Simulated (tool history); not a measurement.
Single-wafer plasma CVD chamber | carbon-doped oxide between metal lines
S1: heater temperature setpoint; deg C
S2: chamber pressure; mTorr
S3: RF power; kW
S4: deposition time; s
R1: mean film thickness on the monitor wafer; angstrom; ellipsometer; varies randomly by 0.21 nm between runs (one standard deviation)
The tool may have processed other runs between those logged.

{"run": 1, "day": 0.0, "S1": 355, "S2": 5210, "S3": 0.505, "S4": 16.8, "R1": 826.78}
{"run": 2, "day": 0.221, "S1": 355, "S2": 5210, "S3": 0.575, "S4": 16.8, "R1": 881.47}
{"run": 3, "day": 0.575, "S1": 355, "S2": 4540, "S3": 0.575, "S4": 16.8, "R1": 868.37}
{"run": 4, "day": 0.629, "S1": 355, "S2": 3650, "S3": 0.575, "S4": 16.8, "R1": 846.65}
{"run": 5, "day": 0.762, "S1": 351, "S2": 3650, "S3": 0.575, "S4": 16.8, "R1": 855.65}
{"run": 6, "day": 1.021, "S1": 354, "S2": 3500, "S3": 0.55, "S4": 16.7, "R1": 818.04}

The next listed run, before its measurement:
{"run": 7, "day": 1.075, "S1": 357, "S2": 3390, "S3": 0.535, "S4": 16.7, "R1": "?"}

{"run 7": {"R1": 808.38}}
